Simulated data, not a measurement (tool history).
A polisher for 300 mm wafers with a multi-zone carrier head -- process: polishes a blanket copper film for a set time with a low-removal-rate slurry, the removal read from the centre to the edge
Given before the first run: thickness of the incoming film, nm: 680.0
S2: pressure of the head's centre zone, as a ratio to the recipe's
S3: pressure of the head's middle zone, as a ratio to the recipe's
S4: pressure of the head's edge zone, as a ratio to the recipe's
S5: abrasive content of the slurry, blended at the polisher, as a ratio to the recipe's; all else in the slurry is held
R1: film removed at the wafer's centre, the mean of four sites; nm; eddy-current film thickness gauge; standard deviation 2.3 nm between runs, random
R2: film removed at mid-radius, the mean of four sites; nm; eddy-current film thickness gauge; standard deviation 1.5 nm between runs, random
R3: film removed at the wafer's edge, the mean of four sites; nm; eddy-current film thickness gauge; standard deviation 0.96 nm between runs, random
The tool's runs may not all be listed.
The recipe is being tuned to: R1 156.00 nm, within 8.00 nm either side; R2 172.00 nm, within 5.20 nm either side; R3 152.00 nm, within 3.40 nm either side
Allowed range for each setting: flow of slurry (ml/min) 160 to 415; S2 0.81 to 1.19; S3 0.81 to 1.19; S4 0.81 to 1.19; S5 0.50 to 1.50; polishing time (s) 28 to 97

Run 1, day 0.000: flow of slurry (ml/min) 265, S2 1.00, S3 1.00, S4 1.00, S5 1.00, polishing time (s) 62. Result: R1 125.71 nm, R2 122.83 nm, R3 126.22 nm.
Run 2, day 0.296: flow of slurry (ml/min) 265, S2 1.00, S3 1.03, S4 1.00, S5 1.00, polishing time (s) 62. Result: R1 125.86 nm, R2 124.75 nm, R3 126.61 nm.
Run 3, day 0.404: flow of slurry (ml/min) 265, S2 1.00, S3 1.03, S4 0.94, S5 1.00, polishing time (s) 62. Result: R1 126.00 nm, R2 124.13 nm, R3 123.31 nm.
Run 4, day 0.542: flow of slurry (ml/min) 285, S2 1.00, S3 1.07, S4 0.95, S5 1.15, polishing time (s) 63. Result: R1 128.04 nm, R2 134.97 nm, R3 128.80 nm.
Run 5, day 0.621: flow of slurry (ml/min) 295, S2 1.03, S3 1.10, S4 0.98, S5 1.25, polishing time (s) 64. Result: R1 135.11 nm, R2 144.14 nm, R3 136.24 nm.
Run 6, day 0.954: flow of slurry (ml/min) 305, S2 1.05, S3 1.12, S4 0.99, S5 1.30, polishing time (s) 65. Result: R1 145.15 nm, R2 152.99 nm, R3 139.23 nm.
Run 7, day 1.167: flow of slurry (ml/min) 305, S2 1.05, S3 1.12, S4 0.99, S5 1.30, polishing time (s) 65. Result: R1 146.68 nm, R2 149.44 nm, R3 138.81 nm.
Run 8, day 1.504: flow of slurry (ml/min) 315, S2 1.05, S3 1.14, S4 1.00, S5 1.35, polishing time (s) 66. Result: R1 148.54 nm, R2 156.61 nm, R3 144.05 nm.
Run 9, day 1.696: flow of slurry (ml/min) 320, S2 1.05, S3 1.15, S4 1.00, S5 1.40, polishing time (s) 66. Result: R1 149.73 nm, R2 155.21 nm, R3 145.91 nm.
Run 10, day 1.867: flow of slurry (ml/min) 310, S2 1.05, S3 1.16, S4 0.98, S5 1.40, polishing time (s) 67. Result: R1 152.73 nm, R2 161.50 nm, R3 142.99 nm.
Run 11, day 2.225: flow of slurry (ml/min) 320, S2 1.04, S3 1.17, S4 0.98, S5 1.40, polishing time (s) 67. Result: R1 154.62 nm, R2 163.55 nm, R3 144.62 nm.
Run 12, day 2.312: flow of slurry (ml/min) 325, S2 1.03, S3 1.18, S4 0.98, S5 1.40, polishing time (s) 67. Result: R1 149.97 nm, R2 166.22 nm, R3 145.79 nm.
Run 13, day 2.588: flow of slurry (ml/min) 335, S2 1.03, S3 1.18, S4 0.98, S5 1.40, polishing time (s) 67. Result: R1 150.90 nm, R2 166.48 nm, R3 143.71 nm.
Run 14, day 2.950: flow of slurry (ml/min) 340, S2 1.03, S3 1.18, S4 0.99, S5 1.40, polishing time (s) 67. Result: R1 150.46 nm, R2 164.07 nm, R3 144.73 nm.
Run 15, day 3.167: flow of slurry (ml/min) 340, S2 1.03, S3 1.18, S4 0.99, S5 1.40, polishing time (s) 68. Result: R1 150.93 nm, R2 168.60 nm, R3 148.33 nm.

Of the 5 settings listed for the next run, only one would bring every result within its allowed miss of target. Which one?
Run A, day 3.383: flow of slurry (ml/min) 315, S2 1.06, S3 1.19, S4 0.98, S5 1.40, polishing time (s) 67. Result: R1 ?, R2 ?, R3 ?.
Run B, day 3.383: flow of slurry (ml/min) 280, S2 1.00, S3 1.17, S4 0.99, S5 1.25, polishing time (s) 68. Result: R1 ?, R2 ?, R3 ?.
Run C, day 3.383: flow of slurry (ml/min) 330, S2 0.94, S3 1.19, S4 0.98, S5 1.25, polishing time (s) 71. Result: R1 ?, R2 ?, R3 ?.
Run D, day 3.383: flow of slurry (ml/min) 325, S2 0.96, S3 1.19, S4 0.99, S5 1.25, polishing time (s) 69. Result: R1 ?, R2 ?, R3 ?.
Run E, day 3.383: flow of slurry (ml/min) 360, S2 1.04, S3 1.19, S4 1.03, S5 1.25, polishing time (s) 70. Result: R1 ?, R2 ?, R3 ?.

move      R1      R2      R3
   A  155.59  166.20  145.22
   B  144.04  161.08  143.94
   C  144.00  173.64  151.47
   D  142.71  168.49  147.76
   E  158.55  172.43  153.90
A: further off than the last run
B: further off than the last run
C: brings the result that was furthest off to its target, and leaves another outside
D: further off than the last run
E: in spec on every target
Correct choice: E, which meets every target
